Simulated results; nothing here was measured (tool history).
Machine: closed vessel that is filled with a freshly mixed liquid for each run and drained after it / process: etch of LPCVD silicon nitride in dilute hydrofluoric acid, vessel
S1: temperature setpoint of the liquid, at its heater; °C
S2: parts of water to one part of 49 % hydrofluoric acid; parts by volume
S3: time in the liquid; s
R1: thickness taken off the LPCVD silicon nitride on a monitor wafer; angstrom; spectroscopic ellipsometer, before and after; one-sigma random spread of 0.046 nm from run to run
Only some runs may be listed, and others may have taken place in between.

run  hour    S1   S2   S3      R1
  1   0.0  25.0  105  640  33.000
  2   4.1  26.5   95  640  40.059
  3  11.2  26.5   95  640  39.998
  4  14.4  26.5   75  640  50.870
  5  20.2  27.5   70  640  57.808
  6  24.7  28.5   70  640  61.624
  7  30.6  29.0   70  640  64.373

Run 8, settings as shown, results not yet in. Your forecast:
  8  37.0  29.5  70  640   ?

R1: 66.556 angstrom

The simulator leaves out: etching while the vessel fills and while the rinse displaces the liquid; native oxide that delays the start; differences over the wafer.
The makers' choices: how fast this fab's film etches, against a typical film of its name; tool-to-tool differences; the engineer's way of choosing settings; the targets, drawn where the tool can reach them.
